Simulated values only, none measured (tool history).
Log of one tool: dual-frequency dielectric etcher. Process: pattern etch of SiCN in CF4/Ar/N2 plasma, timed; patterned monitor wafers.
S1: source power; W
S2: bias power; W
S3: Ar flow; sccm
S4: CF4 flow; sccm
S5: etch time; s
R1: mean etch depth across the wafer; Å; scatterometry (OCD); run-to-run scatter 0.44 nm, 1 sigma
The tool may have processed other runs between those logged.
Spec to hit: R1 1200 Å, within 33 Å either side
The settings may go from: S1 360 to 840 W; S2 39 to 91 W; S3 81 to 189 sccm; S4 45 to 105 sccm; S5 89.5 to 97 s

Run 1, hour 0: S1 600 W, S2 65 W, S3 135 sccm, S4 75 sccm, S5 97 s. Result: R1 916.89 Å.
Run 2, hour 2.7: S1 660 W, S2 66 W, S3 134 sccm, S4 75 sccm, S5 97 s. Result: R1 1025.9 Å.
Run 3, hour 5.4: S1 600 W, S2 66 W, S3 134 sccm, S4 75 sccm, S5 97 s. Result: R1 932.27 Å.
Run 4, hour 6.3: S1 600 W, S2 66 W, S3 152 sccm, S4 75 sccm, S5 97 s. Result: R1 914.46 Å.
Run 5, hour 9.8: S1 600 W, S2 66 W, S3 165 sccm, S4 75 sccm, S5 97 s. Result: R1 905.46 Å.
Run 6, hour 17.6: S1 600 W, S2 72 W, S3 165 sccm, S4 75 sccm, S5 97 s. Result: R1 941.44 Å.
Run 7, hour 22.2: S1 600 W, S2 72 W, S3 165 sccm, S4 75 sccm, S5 97 s. Result: R1 940.53 Å.
Run 8, hour 23.3: S1 650 W, S2 73 W, S3 165 sccm, S4 75 sccm, S5 97 s. Result: R1 1024.8 Å.
Run 9, hour 25.5: S1 680 W, S2 73 W, S3 165 sccm, S4 75 sccm, S5 97 s. Result: R1 1074.4 Å.
Run 10, hour 30.7: S1 700 W, S2 73 W, S3 165 sccm, S4 75 sccm, S5 97 s. Result: R1 1108.2 Å.
Run 11, hour 37: S1 720 W, S2 73 W, S3 165 sccm, S4 75 sccm, S5 97 s. Result: R1 1142.8 Å.
Run 12, hour 43.9: S1 730 W, S2 73 W, S3 165 sccm, S4 75 sccm, S5 97 s. Result: R1 1156.2 Å.

Exactly one of the 5 candidate moves below puts every result within its allowed miss. Which one?
Run A, hour 50.8: S1 740 W, S2 71 W, S3 138 sccm, S4 68 sccm, S5 93 s. Result: R1 ?.
Run B, hour 50.8: S1 700 W, S2 78 W, S3 168 sccm, S4 61 sccm, S5 97 s. Result: R1 ?.
Run C, hour 50.8: S1 790 W, S2 66 W, S3 160 sccm, S4 76 sccm, S5 89.5 s. Result: R1 ?.
Run D, hour 50.8: S1 750 W, S2 81 W, S3 153 sccm, S4 71 sccm, S5 94 s. Result: R1 ?.
Run E, hour 50.8: S1 740 W, S2 73 W, S3 154 sccm, S4 71 sccm, S5 90.5 s. Result: R1 ?.

move      R1
   A  1127.2
   B  1106.6
   C    1124
   D  1217.3
   E  1103.4
A: its largest miss is bigger than the last run's
B: its largest miss is bigger than the last run's
C: its largest miss is bigger than the last run's
D: meets every target
E: its largest miss is bigger than the last run's
The move that meets every target is D.
